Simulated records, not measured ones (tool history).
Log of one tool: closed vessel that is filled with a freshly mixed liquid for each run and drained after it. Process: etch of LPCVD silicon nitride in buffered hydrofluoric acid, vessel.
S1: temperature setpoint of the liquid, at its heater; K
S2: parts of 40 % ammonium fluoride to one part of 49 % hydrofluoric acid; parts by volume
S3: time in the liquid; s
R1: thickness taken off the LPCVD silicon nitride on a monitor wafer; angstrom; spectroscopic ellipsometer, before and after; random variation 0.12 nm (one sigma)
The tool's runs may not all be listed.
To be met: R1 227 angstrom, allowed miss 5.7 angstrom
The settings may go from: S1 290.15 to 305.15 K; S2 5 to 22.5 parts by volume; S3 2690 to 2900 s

{"run": 1, "hour": 0.0, "S1": 297.15, "S2": 13.5, "S3": 2690, "R1": 287.12}
{"run": 2, "hour": 2.8, "S1": 297.15, "S2": 13.5, "S3": 2690, "R1": 283.41}
{"run": 3, "hour": 7.8, "S1": 297.15, "S2": 15, "S3": 2690, "R1": 255.97}
{"run": 4, "hour": 14.8, "S1": 297.15, "S2": 12, "S3": 2690, "R1": 319.48}
{"run": 5, "hour": 17.4, "S1": 298.65, "S2": 12, "S3": 2690, "R1": 348.11}
{"run": 6, "hour": 21.1, "S1": 296.65, "S2": 12, "S3": 2690, "R1": 313.46}
{"run": 7, "hour": 27.3, "S1": 294.65, "S2": 12, "S3": 2690, "R1": 279.72}
{"run": 8, "hour": 31.9, "S1": 293.65, "S2": 12, "S3": 2690, "R1": 264.06}

4 next moves are on the table. One of them brings every result within its allowed miss. Which?
{"run": "A", "hour": 36.5, "S1": 294.65, "S2": 14, "S3": 2705, "R1": "?"}
{"run": "B", "hour": 36.5, "S1": 294.65, "S2": 15, "S3": 2870, "R1": "?"}
{"run": "C", "hour": 36.5, "S1": 298.65, "S2": 19, "S3": 2780, "R1": "?"}
{"run": "D", "hour": 36.5, "S1": 294.65, "S2": 14.5, "S3": 2795, "R1": "?"}

move=A R1=242.29
move=B R1=240.22
move=C R1=229.59
move=D R1=241.87
A: nearer than the last run, and not there yet
B: nearer than the last run, and not there yet
C: meets every target
D: nearer than the last run, and not there yet
Answer: C
